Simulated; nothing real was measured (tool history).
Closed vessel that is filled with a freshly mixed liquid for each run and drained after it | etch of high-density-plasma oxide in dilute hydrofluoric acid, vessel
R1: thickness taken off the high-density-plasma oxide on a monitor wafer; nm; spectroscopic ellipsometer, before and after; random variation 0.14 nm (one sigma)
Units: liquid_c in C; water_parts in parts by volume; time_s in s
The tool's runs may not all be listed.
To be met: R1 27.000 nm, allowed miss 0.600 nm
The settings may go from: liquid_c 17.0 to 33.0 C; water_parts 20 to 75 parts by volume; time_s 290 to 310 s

run 1 hour=0.0 | liquid_c=25.0 water_parts=45 time_s=290 | R1=38.610
run 2 hour=1.7 | liquid_c=25.0 water_parts=35 time_s=290 | R1=49.833
run 3 hour=7.5 | liquid_c=25.0 water_parts=35 time_s=310 | R1=53.748
run 4 hour=16.8 | liquid_c=23.5 water_parts=40 time_s=310 | R1=43.549
run 5 hour=25.8 | liquid_c=26.0 water_parts=40 time_s=310 | R1=48.548
run 6 hour=28.5 | liquid_c=26.0 water_parts=40 time_s=310 | R1=47.897
run 7 hour=34.9 | liquid_c=24.0 water_parts=45 time_s=310 | R1=39.009
run 8 hour=42.4 | liquid_c=22.5 water_parts=45 time_s=310 | R1=36.930
run 9 hour=44.8 | liquid_c=21.5 water_parts=45 time_s=310 | R1=35.334
run 10 hour=54.0 | liquid_c=20.5 water_parts=45 time_s=310 | R1=33.999
run 11 hour=61.9 | liquid_c=20.0 water_parts=45 time_s=310 | R1=33.130
run 12 hour=66.3 | liquid_c=19.5 water_parts=45 time_s=310 | R1=32.577
run 13 hour=73.3 | liquid_c=19.0 water_parts=45 time_s=310 | R1=31.726
run 14 hour=75.6 | liquid_c=18.5 water_parts=45 time_s=310 | R1=30.948
run 15 hour=84.0 | liquid_c=18.0 water_parts=45 time_s=310 | R1=30.371
run 16 hour=89.0 | liquid_c=17.0 water_parts=50 time_s=310 | R1=26.082

Which of these 5 next moves meets every target?
run A hour=94.0 | liquid_c=17.0 water_parts=50 time_s=305 | R1=?
run B hour=94.0 | liquid_c=20.0 water_parts=55 time_s=310 | R1=?
run C hour=94.0 | liquid_c=18.0 water_parts=50 time_s=290 | R1=?
run D hour=94.0 | liquid_c=17.0 water_parts=45 time_s=300 | R1=?
run E hour=94.0 | liquid_c=18.0 water_parts=45 time_s=290 | R1=?

move=A R1=25.726
move=B R1=26.880
move=C R1=25.543
move=D R1=28.273
move=E R1=28.544
A: further off than the last run
B: meets every target
C: further off than the last run
D: takes the result that was furthest off past its target
E: takes the result that was furthest off past its target
The right move is B.
